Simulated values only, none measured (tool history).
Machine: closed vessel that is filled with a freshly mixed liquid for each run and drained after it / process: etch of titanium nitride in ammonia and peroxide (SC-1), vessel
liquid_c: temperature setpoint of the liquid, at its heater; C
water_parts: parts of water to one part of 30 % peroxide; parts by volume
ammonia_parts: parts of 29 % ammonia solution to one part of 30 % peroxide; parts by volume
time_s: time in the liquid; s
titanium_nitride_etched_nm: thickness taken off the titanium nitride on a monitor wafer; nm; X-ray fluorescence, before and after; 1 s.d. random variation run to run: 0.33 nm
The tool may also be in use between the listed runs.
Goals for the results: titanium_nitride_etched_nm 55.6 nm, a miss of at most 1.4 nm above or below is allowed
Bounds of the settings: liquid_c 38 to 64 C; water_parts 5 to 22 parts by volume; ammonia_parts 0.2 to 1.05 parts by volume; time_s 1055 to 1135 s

run    day  liquid_c  water_parts  ammonia_parts  time_s  titanium_nitride_etched_nm
  1      0        48         12.5           0.55    1055                      84.491
  2  0.154        53         12.5           0.55    1055                      118.47
  3  0.312        51         12.5           0.55    1055                      103.31
  4  0.467        51         12.5           0.55    1135                      111.88
  5    0.6      47.5         12.5           0.55    1135                      86.769
  6  0.733      46.5         12.5           0.55    1135                      80.685
  7  0.875      46.5         12.5           0.55    1135                      81.265
  8  1.142      45.5         12.5           0.55    1135                       75.65
  9  1.425      44.5         12.5           0.55    1135                      70.057
 10  1.654        44         12.5           0.55    1135                      67.217
 11  2.021      43.5         12.5           0.55    1135                      65.383
 12  2.121        43         12.5           0.55    1135                      63.228
 13  2.417      42.5         12.5           0.55    1135                      60.991

Which one of the following 5 next-run settings gets every result inside its allowed miss? There is exactly one.
  A  2.712        45           15           0.45    1055                           ?
  B  2.712      39.5          7.5            0.6    1065                           ?
  C  2.712        42         12.5           0.55    1070                           ?
  D  2.712        44           16           0.75    1135                           ?
  E  2.712      42.5         15.5            0.9    1135                           ?

move  titanium_nitride_etched_nm
   A                      58.963
   B                      60.147
   C                      55.041
   D                      62.453
   E                      58.781
A: closes in on the targets versus the last run, not all within tolerance yet
B: closes in on the targets versus the last run, not all within tolerance yet
C: in spec on every target
D: the biggest miss grows against the last run
E: closes in on the targets versus the last run, not all within tolerance yet
The move that meets every target is C.
